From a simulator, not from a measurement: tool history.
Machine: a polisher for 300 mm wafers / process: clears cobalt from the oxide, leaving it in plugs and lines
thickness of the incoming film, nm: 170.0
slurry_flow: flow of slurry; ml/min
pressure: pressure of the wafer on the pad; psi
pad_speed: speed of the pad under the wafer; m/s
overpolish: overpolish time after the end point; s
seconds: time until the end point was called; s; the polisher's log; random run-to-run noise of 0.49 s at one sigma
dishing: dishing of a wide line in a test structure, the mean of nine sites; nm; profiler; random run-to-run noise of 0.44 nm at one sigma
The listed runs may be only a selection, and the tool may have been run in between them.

run,hour,slurry_flow,pressure,pad_speed,overpolish,seconds,dishing
1,0.0,165,1.9,1.08,13,39.263,38.297
2,1.3,135,1.9,1.08,13,40.801,36.460
3,5.3,135,1.9,1.08,9,40.864,28.615
4,10.2,135,1.9,1.08,11,41.286,33.094
5,13.2,135,1.4,1.08,11,56.027,26.509
6,16.0,145,1.4,1.08,12,54.187,28.642
7,23.1,150,1.4,1.08,13,54.580,30.948

Predict the results of run 8:
8,25.5,155,1.4,1.08,14,?,?

Run 8 produced seconds 53.844 s, dishing 32.364 nm.

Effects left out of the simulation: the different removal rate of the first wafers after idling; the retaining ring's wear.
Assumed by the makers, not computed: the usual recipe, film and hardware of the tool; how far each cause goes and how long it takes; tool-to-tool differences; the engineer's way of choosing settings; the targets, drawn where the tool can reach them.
